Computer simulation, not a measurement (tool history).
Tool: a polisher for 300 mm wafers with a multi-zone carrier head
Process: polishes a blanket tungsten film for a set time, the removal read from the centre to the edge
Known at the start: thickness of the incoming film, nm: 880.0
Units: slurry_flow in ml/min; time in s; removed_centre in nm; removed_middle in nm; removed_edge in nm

run,hour,slurry_flow,centre_zone,middle_zone,edge_zone,slurry_solids,time,removed_centre,removed_middle,removed_edge
1,0,290,1,1,1,1,43,257.71,259.96,260.26
2,3.1,295,1.02,1.03,1.02,1.1,44,278.08,280.14,278.98
3,11.3,305,1.03,1.06,1.03,1.2,45,292.51,302.08,291.05
4,11.9,305,1.03,1.06,1.07,1.2,45,296.82,302.05,296.71
5,16.7,305,1.03,1.06,1.13,1.2,45,299.7,301.63,306.59
6,21.1,310,1.04,1.08,1.14,1.25,46,312.46,313.62,317.94
7,29.2,315,1.05,1.1,1.14,1.3,47,325.66,332.41,330.82
8,30.3,320,1.06,1.12,1.14,1.35,48,337.14,349.3,339.77

Run 9 comes next. What will it give?
9,31.5,325,1.07,1.13,1.14,1.4,49,?,?,?

removed_centre: 349.16 nm
removed_middle: 366.75 nm
removed_edge: 344.72 nm

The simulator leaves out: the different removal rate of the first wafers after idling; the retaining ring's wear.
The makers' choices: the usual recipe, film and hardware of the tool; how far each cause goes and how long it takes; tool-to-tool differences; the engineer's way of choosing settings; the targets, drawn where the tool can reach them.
